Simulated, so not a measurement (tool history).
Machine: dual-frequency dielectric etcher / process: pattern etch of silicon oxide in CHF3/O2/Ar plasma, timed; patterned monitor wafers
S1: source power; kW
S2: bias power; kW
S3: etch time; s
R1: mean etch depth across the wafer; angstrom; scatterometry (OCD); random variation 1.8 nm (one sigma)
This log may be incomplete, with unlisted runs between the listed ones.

run  hour     S1     S2     S3      R1
  1   0.0  0.810  0.158  303.5  6699.1
  2   1.8  0.810  0.158  303.5  6684.2
  3   7.0  0.830  0.160  303.5  6794.7
  4  11.5  0.850  0.162  303.5  6935.8
  5  13.7  0.850  0.162  280.5  6409.8
  6  19.7  0.870  0.166  282.0  6603.9
  7  24.5  0.870  0.166  282.0  6585.0
  8  32.7  0.890  0.169  283.0  6722.0

Expected results for the next run?
  9  33.9  0.890  0.169  283.0   ?

{"run 9": {"R1": 6695.6}}
